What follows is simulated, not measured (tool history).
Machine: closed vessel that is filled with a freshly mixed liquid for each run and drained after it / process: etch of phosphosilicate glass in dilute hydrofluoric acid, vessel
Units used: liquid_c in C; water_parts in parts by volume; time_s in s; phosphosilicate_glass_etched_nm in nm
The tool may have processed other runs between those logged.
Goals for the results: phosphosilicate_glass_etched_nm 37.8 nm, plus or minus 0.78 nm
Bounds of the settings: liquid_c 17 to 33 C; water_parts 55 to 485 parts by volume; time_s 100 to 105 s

run,day,liquid_c,water_parts,time_s,phosphosilicate_glass_etched_nm
1,0,25,270,100,47.583
2,0.242,25,270,100,47.559
3,0.458,25,270,105,50.077
4,0.479,25,185,105,79.414
5,0.633,23.5,205,105,66.547
6,0.7,22,220,105,57.666
7,0.871,21,230,105,53.048
8,1.192,20,240,105,48.614
9,1.442,20,240,105,48.924
10,1.579,20,240,105,48.567
11,1.904,19.5,245,105,46.445
12,2.246,19,250,105,44.318

Next run, 5 choices. One meets every target within its allowed miss, the rest don't. Which?
A,2.588,20,250,105,?
B,2.588,18,260,105,?
C,2.588,19.5,235,105,?
D,2.588,20,280,100,?
E,2.588,19.5,245,105,?

move,phosphosilicate_glass_etched_nm
A,46.082
B,40.753
C,48.83
D,38.077
E,46.385
A: moves away from the targets compared with the last run
B: better than the last run, though not everything is in spec
C: moves away from the targets compared with the last run
D: all results in spec
E: moves away from the targets compared with the last run
Answer: D

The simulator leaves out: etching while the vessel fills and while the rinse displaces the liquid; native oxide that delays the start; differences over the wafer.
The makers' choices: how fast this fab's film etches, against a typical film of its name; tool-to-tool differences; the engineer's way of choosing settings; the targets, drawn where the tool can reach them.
